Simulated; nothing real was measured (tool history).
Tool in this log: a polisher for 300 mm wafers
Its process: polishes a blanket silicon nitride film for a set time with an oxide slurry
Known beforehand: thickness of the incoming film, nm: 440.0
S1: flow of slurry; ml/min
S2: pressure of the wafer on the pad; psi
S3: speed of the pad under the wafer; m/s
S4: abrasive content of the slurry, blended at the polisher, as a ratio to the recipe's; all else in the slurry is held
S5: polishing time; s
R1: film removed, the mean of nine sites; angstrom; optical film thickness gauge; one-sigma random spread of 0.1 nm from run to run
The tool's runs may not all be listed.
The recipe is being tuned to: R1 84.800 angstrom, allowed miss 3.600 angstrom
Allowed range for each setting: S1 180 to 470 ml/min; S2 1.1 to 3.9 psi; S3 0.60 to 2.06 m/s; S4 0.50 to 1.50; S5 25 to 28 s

run,hour,S1,S2,S3,S4,S5,R1
1,0.0,300,2.5,1.32,1.00,28,179.720
2,7.3,300,2.0,1.22,1.00,28,137.580
3,15.9,325,2.0,1.22,1.00,28,134.650
4,21.6,325,1.7,1.18,1.00,28,111.620
5,23.7,325,1.7,1.44,1.00,28,135.690
6,31.8,325,1.5,1.34,1.00,28,111.860
7,34.8,325,1.4,1.30,1.00,28,103.050
8,35.9,325,1.3,1.28,1.00,28,93.326

Exactly one of the 5 candidate moves below puts every result within its allowed miss. Which one?
A,37.0,275,1.4,1.36,0.80,28,?
B,37.0,300,1.5,1.04,1.05,26,?
C,37.0,345,1.3,1.26,1.05,28,?
D,37.0,340,1.4,1.32,0.95,26,?
E,37.0,320,1.3,1.22,1.00,28,?

move,R1
A,96.195
B,84.822
C,94.187
D,94.150
E,89.762
A: moves away from the targets compared with the last run
B: each result inside its tolerance
C: moves away from the targets compared with the last run
D: moves away from the targets compared with the last run
E: closer than the last run, but not yet in spec
Answer: B
